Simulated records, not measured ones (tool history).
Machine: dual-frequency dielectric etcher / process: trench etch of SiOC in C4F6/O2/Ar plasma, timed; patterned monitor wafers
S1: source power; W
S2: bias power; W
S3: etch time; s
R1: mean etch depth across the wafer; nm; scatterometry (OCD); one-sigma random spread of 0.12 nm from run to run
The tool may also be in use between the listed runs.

run 1 hour=0.0 | S1=260 S2=215 S3=13 | R1=24.295
run 2 hour=4.6 | S1=280 S2=215 S3=13 | R1=24.820
run 3 hour=8.8 | S1=300 S2=227 S3=13 | R1=26.003
run 4 hour=13.1 | S1=300 S2=227 S3=12 | R1=24.169
run 5 hour=20.8 | S1=300 S2=227 S3=12 | R1=24.127
run 6 hour=25.7 | S1=310 S2=250 S3=12 | R1=25.557
run 7 hour=33.7 | S1=320 S2=263 S3=12 | R1=26.395
run 8 hour=40.5 | S1=330 S2=271 S3=12 | R1=27.252

Run 9, settings as shown, results not yet in. Your forecast:
run 9 hour=42.9 | S1=340 S2=274 S3=12 | R1=?

Run 9 measured R1 27.553 nm.

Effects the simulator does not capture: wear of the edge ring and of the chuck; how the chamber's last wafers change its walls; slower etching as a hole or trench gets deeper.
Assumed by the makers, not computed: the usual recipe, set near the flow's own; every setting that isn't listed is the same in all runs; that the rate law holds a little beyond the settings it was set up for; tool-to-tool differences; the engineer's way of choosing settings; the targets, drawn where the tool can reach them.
